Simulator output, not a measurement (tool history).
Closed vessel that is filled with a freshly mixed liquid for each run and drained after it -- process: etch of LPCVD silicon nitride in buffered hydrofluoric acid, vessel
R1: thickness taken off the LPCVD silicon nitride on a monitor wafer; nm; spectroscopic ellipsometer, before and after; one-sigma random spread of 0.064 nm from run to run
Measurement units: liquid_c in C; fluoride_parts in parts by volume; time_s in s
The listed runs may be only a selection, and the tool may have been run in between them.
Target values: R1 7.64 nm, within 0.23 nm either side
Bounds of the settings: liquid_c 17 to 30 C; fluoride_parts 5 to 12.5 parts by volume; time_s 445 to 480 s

Run 1, day 0: liquid_c 22 C, fluoride_parts 7.5 parts by volume, time_s 445 s. Result: R1 6.697 nm.
Run 2, day 0.35: liquid_c 22 C, fluoride_parts 9.5 parts by volume, time_s 445 s. Result: R1 5.3385 nm.
Run 3, day 0.567: liquid_c 22 C, fluoride_parts 8.5 parts by volume, time_s 445 s. Result: R1 5.7294 nm.
Run 4, day 0.85: liquid_c 22 C, fluoride_parts 7.5 parts by volume, time_s 445 s. Result: R1 6.6968 nm.
Run 5, day 1.058: liquid_c 19.5 C, fluoride_parts 7.5 parts by volume, time_s 445 s. Result: R1 5.7594 nm.
Run 6, day 1.429: liquid_c 20.5 C, fluoride_parts 7.5 parts by volume, time_s 445 s. Result: R1 6.0586 nm.
Run 7, day 1.65: liquid_c 21.5 C, fluoride_parts 7.5 parts by volume, time_s 445 s. Result: R1 6.4718 nm.
Run 8, day 1.954: liquid_c 22 C, fluoride_parts 7.5 parts by volume, time_s 445 s. Result: R1 6.6351 nm.
Run 9, day 2.004: liquid_c 22.5 C, fluoride_parts 7.5 parts by volume, time_s 445 s. Result: R1 6.7582 nm.
Run 10, day 2.192: liquid_c 22.5 C, fluoride_parts 7.5 parts by volume, time_s 445 s. Result: R1 6.7831 nm.

Which single option among these 4 for the next run brings every result within its allowed miss of target? Just one does.
Run A, day 2.379: liquid_c 25 C, fluoride_parts 7.5 parts by volume, time_s 470 s. Result: R1 ?.
Run B, day 2.379: liquid_c 22.5 C, fluoride_parts 7 parts by volume, time_s 470 s. Result: R1 ?.
Run C, day 2.379: liquid_c 22 C, fluoride_parts 6 parts by volume, time_s 445 s. Result: R1 ?.
Run D, day 2.379: liquid_c 24 C, fluoride_parts 6.5 parts by volume, time_s 445 s. Result: R1 ?.

move      R1
   A  8.1818
   B  7.6906
   C  8.0966
   D  8.4294
A: the result that was furthest off in the last run now lies on the other side of its target
B: every result lands within tolerance
C: the result that was furthest off in the last run now lies on the other side of its target
D: the result that was furthest off in the last run now lies on the other side of its target
Answer: B
